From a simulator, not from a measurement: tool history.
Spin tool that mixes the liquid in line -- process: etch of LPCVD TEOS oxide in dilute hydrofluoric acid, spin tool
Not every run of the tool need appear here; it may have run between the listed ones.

| run | hour | temperature setpoint of the liquid (C) | parts of water to one part of 49 % hydrofluoric acid (parts by volume) | time under the liquid (s) | thickness taken off the LPCVD TEOS oxide on a monitor wafer (nm) |
|---|---|---|---|---|---|
| 1 | 0 | 26 | 215 | 300 | 60.879 |
| 2 | 8.2 | 28 | 215 | 300 | 64.271 |
| 3 | 10.8 | 27.5 | 215 | 300 | 64.203 |
| 4 | 15.8 | 27.5 | 215 | 320 | 68.181 |
| 5 | 17 | 26.5 | 215 | 320 | 65.873 |
| 6 | 21.4 | 26.5 | 285 | 320 | 46.379 |
| 7 | 22.8 | 27 | 285 | 320 | 46.697 |
| 8 | 25.9 | 27.5 | 285 | 320 | 48.003 |

Forecast run 9:
| 9 | 27 | 28 | 285 | 320 | ? |

thickness taken off the LPCVD TEOS oxide on a monitor wafer (nm): 48.402

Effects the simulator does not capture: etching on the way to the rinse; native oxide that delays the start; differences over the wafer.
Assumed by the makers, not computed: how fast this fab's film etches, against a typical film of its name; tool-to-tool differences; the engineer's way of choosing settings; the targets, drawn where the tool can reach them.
